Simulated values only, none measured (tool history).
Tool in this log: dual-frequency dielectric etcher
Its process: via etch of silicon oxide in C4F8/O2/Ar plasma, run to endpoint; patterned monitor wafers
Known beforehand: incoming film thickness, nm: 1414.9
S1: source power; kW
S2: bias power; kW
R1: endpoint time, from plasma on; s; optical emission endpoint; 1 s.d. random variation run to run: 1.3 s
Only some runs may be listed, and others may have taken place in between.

run  hour    S1     S2      R1
  1     0  2.64  1.722  269.36
  2   2.4  2.76  1.761  258.28
  3   7.2  2.55  1.761  271.67
  4  13.8  2.55  1.633  274.96
  5  22.6  2.68  1.658  269.57
  6  28.3  2.22  1.658  301.95
  7  37.2  2.36  1.676  292.32

What will run 8 give?
  8  46.3  2.48  1.69   ?

{"run 8": {"R1": 280.1}}
